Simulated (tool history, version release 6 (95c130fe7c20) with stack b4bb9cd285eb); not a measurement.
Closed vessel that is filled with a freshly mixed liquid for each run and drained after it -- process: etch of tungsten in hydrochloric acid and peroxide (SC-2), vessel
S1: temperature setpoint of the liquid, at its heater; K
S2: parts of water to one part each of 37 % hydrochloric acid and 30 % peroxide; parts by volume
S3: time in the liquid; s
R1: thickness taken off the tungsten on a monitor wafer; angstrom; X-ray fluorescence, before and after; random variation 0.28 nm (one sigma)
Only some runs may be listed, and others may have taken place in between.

run,hour,S1,S2,S3,R1
1,0,338.15,8.5,85,515.42
2,3.5,336.65,8.5,85,469.17
3,12.5,335.65,8.5,85,444.8
4,16.9,334.65,8.5,85,414.02
5,20.7,341.65,8.5,85,626.84
6,21.5,339.65,8.5,85,567.69
7,22,338.15,8.5,85,513.54
8,27.7,336.65,8.5,85,462.05
9,32.4,335.65,8.5,85,442.38

What will run 10 give?
10,35.7,334.65,8.5,85,?

{"run 10": {"R1": 417.36}}

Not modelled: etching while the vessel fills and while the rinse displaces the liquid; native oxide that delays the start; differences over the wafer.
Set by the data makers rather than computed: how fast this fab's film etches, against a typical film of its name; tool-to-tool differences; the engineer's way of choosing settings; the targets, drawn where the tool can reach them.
